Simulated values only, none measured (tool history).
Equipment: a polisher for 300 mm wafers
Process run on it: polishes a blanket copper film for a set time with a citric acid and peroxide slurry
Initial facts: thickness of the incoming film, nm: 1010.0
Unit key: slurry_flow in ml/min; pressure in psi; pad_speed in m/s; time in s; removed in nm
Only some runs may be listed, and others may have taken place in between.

{"run": 1, "day": 0.0, "slurry_flow": 220, "pressure": 3.3, "pad_speed": 1.26, "slurry_solids": 1.0, "time": 89, "removed": 318.64}
{"run": 2, "day": 0.308, "slurry_flow": 200, "pressure": 3.3, "pad_speed": 1.26, "slurry_solids": 1.0, "time": 89, "removed": 305.9}
{"run": 3, "day": 0.342, "slurry_flow": 200, "pressure": 3.9, "pad_speed": 1.26, "slurry_solids": 1.0, "time": 89, "removed": 372.8}
{"run": 4, "day": 0.488, "slurry_flow": 210, "pressure": 4.1, "pad_speed": 1.26, "slurry_solids": 1.0, "time": 89, "removed": 393.6}
{"run": 5, "day": 0.667, "slurry_flow": 215, "pressure": 4.3, "pad_speed": 1.26, "slurry_solids": 1.0, "time": 89, "removed": 403.69}
{"run": 6, "day": 0.925, "slurry_flow": 215, "pressure": 4.3, "pad_speed": 1.08, "slurry_solids": 1.0, "time": 89, "removed": 351.39}
{"run": 7, "day": 1.054, "slurry_flow": 215, "pressure": 4.5, "pad_speed": 1.1, "slurry_solids": 1.0, "time": 89, "removed": 369.43}
{"run": 8, "day": 1.221, "slurry_flow": 215, "pressure": 4.7, "pad_speed": 1.12, "slurry_solids": 1.0, "time": 89, "removed": 404.73}
{"run": 9, "day": 1.388, "slurry_flow": 215, "pressure": 4.8, "pad_speed": 1.12, "slurry_solids": 1.0, "time": 89, "removed": 410.28}
{"run": 10, "day": 1.55, "slurry_flow": 215, "pressure": 4.9, "pad_speed": 1.14, "slurry_solids": 1.0, "time": 89, "removed": 424.94}

Run 11 has not been measured yet. What should we expect?
{"run": 11, "day": 1.642, "slurry_flow": 215, "pressure": 5.0, "pad_speed": 1.14, "slurry_solids": 1.0, "time": 89, "removed": "?"}

removed: 434.01 nm
